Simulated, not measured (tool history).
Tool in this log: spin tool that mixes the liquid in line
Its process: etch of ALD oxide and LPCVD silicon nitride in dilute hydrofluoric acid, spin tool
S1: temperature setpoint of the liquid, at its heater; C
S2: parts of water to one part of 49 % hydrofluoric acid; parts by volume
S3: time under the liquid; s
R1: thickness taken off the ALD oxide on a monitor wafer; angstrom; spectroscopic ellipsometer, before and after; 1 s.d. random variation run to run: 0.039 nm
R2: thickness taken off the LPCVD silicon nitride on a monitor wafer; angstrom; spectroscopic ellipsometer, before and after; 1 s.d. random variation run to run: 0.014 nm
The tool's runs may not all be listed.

{"run": 1, "day": 0.0, "S1": 21, "S2": 145, "S3": 55, "R1": 82.738, "R2": 1.6668}
{"run": 2, "day": 0.3, "S1": 20.5, "S2": 160, "S3": 55, "R1": 72.413, "R2": 1.3546}
{"run": 3, "day": 0.408, "S1": 20.5, "S2": 135, "S3": 55, "R1": 86.536, "R2": 1.8277}
{"run": 4, "day": 0.742, "S1": 20.5, "S2": 160, "S3": 55, "R1": 70.985, "R2": 1.9624}
{"run": 5, "day": 0.954, "S1": 18, "S2": 160, "S3": 55, "R1": 64.338, "R2": 1.3837}
{"run": 6, "day": 1.083, "S1": 18, "S2": 160, "S3": 80, "R1": 92.556, "R2": 1.8459}
{"run": 7, "day": 1.229, "S1": 18, "S2": 180, "S3": 80, "R1": 81.705, "R2": 1.592}
{"run": 8, "day": 1.283, "S1": 17, "S2": 235, "S3": 75, "R1": 54.438, "R2": 1.3075}
{"run": 9, "day": 1.496, "S1": 17, "S2": 240, "S3": 75, "R1": 52.712, "R2": 1.0414}

Predict the results of run 10:
{"run": 10, "day": 1.533, "S1": 17, "S2": 245, "S3": 75, "R1": "?", "R2": "?"}

R1: 51.528 angstrom
R2: 1.2959 angstrom
